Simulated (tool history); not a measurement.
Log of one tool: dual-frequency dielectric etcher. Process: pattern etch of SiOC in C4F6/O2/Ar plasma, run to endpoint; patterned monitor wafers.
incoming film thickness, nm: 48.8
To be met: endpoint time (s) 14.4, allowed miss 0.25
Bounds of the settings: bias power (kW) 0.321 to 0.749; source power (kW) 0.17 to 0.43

run,hour,bias power (kW),source power (kW),endpoint time (s)
1,0,0.535,0.3,16.502
2,5.9,0.455,0.3,17.476
3,7.8,0.486,0.3,16.876
4,14.7,0.513,0.3,16.899
5,17.9,0.42,0.3,17.62
6,22.9,0.42,0.24,19.651
7,30.6,0.457,0.25,18.835
8,34.9,0.49,0.26,18.103
9,35.9,0.52,0.27,17.608
10,39.7,0.545,0.28,17.039
11,46.6,0.567,0.29,16.681
12,52.4,0.586,0.3,16.3
13,59.1,0.602,0.31,15.819
# hour 61.8: bias power generator calibrated
14,61.8,0.617,0.31,15.666
15,65.3,0.631,0.31,15.372
16,67,0.716,0.32,14.831
17,69.2,0.719,0.32,14.786
18,71,0.722,0.32,14.789
19,72.5,0.725,0.32,14.623
20,74.7,0.728,0.32,14.608

Which of these 4 next moves meets every target?
A,76.9,0.72,0.31,?
B,76.9,0.631,0.33,?
C,76.9,0.749,0.29,?
D,76.9,0.727,0.34,?

move,endpoint time (s)
A,14.951
B,15.075
C,15.24
D,14.304
A: further off than the last run
B: further off than the last run
C: further off than the last run
D: meets every target
Move D is the one to make.
